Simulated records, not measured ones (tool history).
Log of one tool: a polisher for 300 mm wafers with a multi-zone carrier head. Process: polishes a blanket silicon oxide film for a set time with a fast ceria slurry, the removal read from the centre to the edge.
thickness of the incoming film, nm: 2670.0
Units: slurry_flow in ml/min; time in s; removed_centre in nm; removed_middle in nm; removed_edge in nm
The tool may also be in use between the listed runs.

| run | hour | slurry_flow | centre_zone | middle_zone | edge_zone | time | removed_centre | removed_middle | removed_edge |
|---|---|---|---|---|---|---|---|---|---|
| 1 | 0.0 | 250 | 1.00 | 1.00 | 1.00 | 48 | 724.00 | 732.18 | 773.44 |
| 2 | 4.6 | 250 | 1.00 | 1.00 | 1.00 | 54 | 811.72 | 809.47 | 843.22 |
| 3 | 6.3 | 255 | 1.01 | 1.03 | 1.03 | 55 | 858.52 | 837.37 | 884.05 |
| 4 | 8.2 | 300 | 1.01 | 1.03 | 1.03 | 55 | 874.50 | 874.26 | 891.98 |
| 5 | 13.3 | 350 | 1.01 | 1.03 | 1.03 | 55 | 881.63 | 881.62 | 886.52 |
| 6 | 15.4 | 350 | 1.01 | 1.03 | 0.97 | 55 | 871.83 | 857.79 | 854.26 |

Run 7 comes next. What will it give?
| 7 | 16.9 | 350 | 1.01 | 1.03 | 0.97 | 55 | ? | ? | ? |

Run 7 gave removed_centre 868.81 nm, removed_middle 895.83 nm, removed_edge 880.78 nm.

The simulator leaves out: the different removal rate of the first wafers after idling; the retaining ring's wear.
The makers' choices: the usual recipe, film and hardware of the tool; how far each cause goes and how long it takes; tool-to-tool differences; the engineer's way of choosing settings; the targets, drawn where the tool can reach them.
